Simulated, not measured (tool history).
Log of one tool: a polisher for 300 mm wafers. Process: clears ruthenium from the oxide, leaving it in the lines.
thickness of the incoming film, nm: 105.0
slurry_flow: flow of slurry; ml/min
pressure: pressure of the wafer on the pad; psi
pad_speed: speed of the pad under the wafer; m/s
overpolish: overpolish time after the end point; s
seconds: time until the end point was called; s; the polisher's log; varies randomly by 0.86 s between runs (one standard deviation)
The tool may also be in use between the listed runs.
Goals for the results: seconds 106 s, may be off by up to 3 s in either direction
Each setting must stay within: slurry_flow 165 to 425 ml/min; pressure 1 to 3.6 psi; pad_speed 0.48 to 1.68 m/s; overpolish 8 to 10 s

run  hour  slurry_flow  pressure  pad_speed  overpolish  seconds
  1     0          275       2.3       1.08          10   82.647
  2     1          310       2.3       1.08          10   82.462
  3   6.7          265       2.3       1.08          10   84.187
  4  12.1          260       2.2       1.08          10    87.86
  5    15          200       2.2       1.08          10   92.125
  6  17.3          195       2.2       1.08          10    93.19
  7  25.8          190       2.2       1.08          10   94.354
  8  28.8          185       2.2       1.08          10   94.364
  9  33.8          180       2.1       1.08          10   98.701

Pick the move, out of 5, that brings all results within their allowed miss; only one does.
  A  38.8          190       1.9        1.2           8        ?
  B  38.8          165       1.9       1.04          10        ?
  C  38.8          170       1.8       1.24           8        ?
  D  38.8          165         2       1.04          10        ?
  E  38.8          165       2.3       1.04          10        ?

move  seconds
   A   101.37
   B   117.09
   C   107.66
   D   111.43
   E   97.334
A: moves toward the targets from the last run without getting all of them in spec
B: carries the result that was furthest off beyond its target, to the other side
C: all results land within tolerance of their targets
D: carries the result that was furthest off beyond its target, to the other side
E: its largest miss is bigger than the last run's
Go with C: it meets all targets.
